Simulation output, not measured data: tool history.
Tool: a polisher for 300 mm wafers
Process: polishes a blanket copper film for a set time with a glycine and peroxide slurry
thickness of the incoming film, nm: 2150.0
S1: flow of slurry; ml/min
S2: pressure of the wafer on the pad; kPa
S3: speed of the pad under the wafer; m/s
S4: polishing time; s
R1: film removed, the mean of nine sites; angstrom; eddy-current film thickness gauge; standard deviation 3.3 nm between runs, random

run,hour,S1,S2,S3,S4,R1
1,0.0,210,12.4,1.12,88,3234.9
2,2.7,215,13.1,1.12,88,3416.1
3,10.5,220,13.1,1.12,88,3385.0
4,14.8,220,13.8,1.12,88,3503.9
5,16.3,220,13.8,0.84,88,2825.5
6,20.3,185,13.8,0.84,88,2764.1

For run 7, what comes out?
7,21.5,230,17.2,0.94,88,?

{"run 7": {"R1": 3691.4}}
